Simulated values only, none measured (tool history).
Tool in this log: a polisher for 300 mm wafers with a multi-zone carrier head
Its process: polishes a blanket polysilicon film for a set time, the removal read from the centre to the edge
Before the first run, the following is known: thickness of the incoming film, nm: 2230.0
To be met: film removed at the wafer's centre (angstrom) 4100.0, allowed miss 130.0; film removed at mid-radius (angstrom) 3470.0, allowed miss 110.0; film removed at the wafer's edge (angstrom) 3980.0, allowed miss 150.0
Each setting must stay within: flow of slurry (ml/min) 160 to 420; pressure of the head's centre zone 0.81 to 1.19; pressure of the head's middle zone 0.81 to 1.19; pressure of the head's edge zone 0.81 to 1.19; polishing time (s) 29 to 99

run    day  flow of slurry (ml/min)  pressure of the head's centre zone  pressure of the head's middle zone  pressure of the head's edge zone  polishing time (s)  film removed at the wafer's centre (angstrom)  film removed at mid-radius (angstrom)  film removed at the wafer's edge (angstrom)
  1  0.000                      270                                1.00                                1.00                              1.00                  64                                         3224.9                                 3192.2                                       3220.1
  2  0.225                      270                                0.97                                1.00                              1.00                  64                                         3190.9                                 3181.7                                       3210.2
  3  0.512                      270                                0.97                                1.00                              1.00                  77                                         3902.2                                 3777.0                                       3943.2
  4  0.871                      270                                0.98                                0.99                              1.00                  77                                         3872.4                                 3790.8                                       3872.8
  5  1.138                      270                                0.99                                0.97                              1.01                  77                                         3849.2                                 3794.6                                       3855.8
  6  1.342                      255                                0.98                                0.97                              0.98                  78                                         3932.6                                 3725.6                                       3897.3
  7  1.546                      255                                0.98                                0.97                              0.98                  78                                         3925.7                                 3733.2                                       4010.7
  8  1.888                      255                                0.99                                0.96                              0.97                  78                                         3915.5                                 3745.6                                       3848.7
  9  2.004                      240                                1.01                                0.94                              0.99                  79                                         4018.6                                 3651.6                                       3935.3
 10  2.250                      230                                1.01                                0.94                              0.99                  79                                         4032.6                                 3666.1                                       3917.8

Below are 4 possible settings for the next run. Only one of them brings all results inside the allowed miss of their targets. Which is it?
  A  2.496                      195                                0.95                                0.96                              1.05                  80                                              ?                                      ?                                            ?
  B  2.496                      170                                1.04                                0.86                              0.98                  82                                              ?                                      ?                                            ?
  C  2.496                      225                                1.06                                0.99                              1.00                  79                                              ?                                      ?                                            ?
  D  2.496                      165                                0.91                                0.81                              1.09                  83                                              ?                                      ?                                            ?

move  film removed at the wafer's centre (angstrom)  film removed at mid-radius (angstrom)  film removed at the wafer's edge (angstrom)
   A                                         3843.8                                 3774.8                                       4060.7
   B                                         4157.5                                 3477.5                                       3990.1
   C                                         4207.4                                 3880.0                                       3960.2
   D                                         3774.3                                 3341.4                                       4239.9
A: further off than the last run
B: in spec on every target
C: further off than the last run
D: pushes the last run's worst result past its target
The right move is B.
